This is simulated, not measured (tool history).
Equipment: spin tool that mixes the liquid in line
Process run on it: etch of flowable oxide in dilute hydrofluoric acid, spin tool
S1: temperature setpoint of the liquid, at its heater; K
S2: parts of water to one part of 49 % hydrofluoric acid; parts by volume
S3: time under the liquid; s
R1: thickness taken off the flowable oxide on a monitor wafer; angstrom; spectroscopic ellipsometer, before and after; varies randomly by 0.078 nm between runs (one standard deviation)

{"run": 1, "hour": 0.0, "S1": 297.15, "S2": 205, "S3": 115, "R1": 159.47}
{"run": 2, "hour": 2.6, "S1": 294.15, "S2": 205, "S3": 115, "R1": 143.36}
{"run": 3, "hour": 4.4, "S1": 293.65, "S2": 210, "S3": 115, "R1": 134.41}
{"run": 4, "hour": 6.7, "S1": 293.65, "S2": 175, "S3": 115, "R1": 170.68}
{"run": 5, "hour": 12.2, "S1": 296.15, "S2": 175, "S3": 115, "R1": 187.39}
{"hour": 13.9, "done": "thermometer replaced"}
{"run": 6, "hour": 13.9, "S1": 295.15, "S2": 185, "S3": 115, "R1": 160.66}

Forecast run 7:
{"run": 7, "hour": 19.6, "S1": 294.65, "S2": 190, "S3": 115, "R1": "?"}

R1: 153.48 angstrom
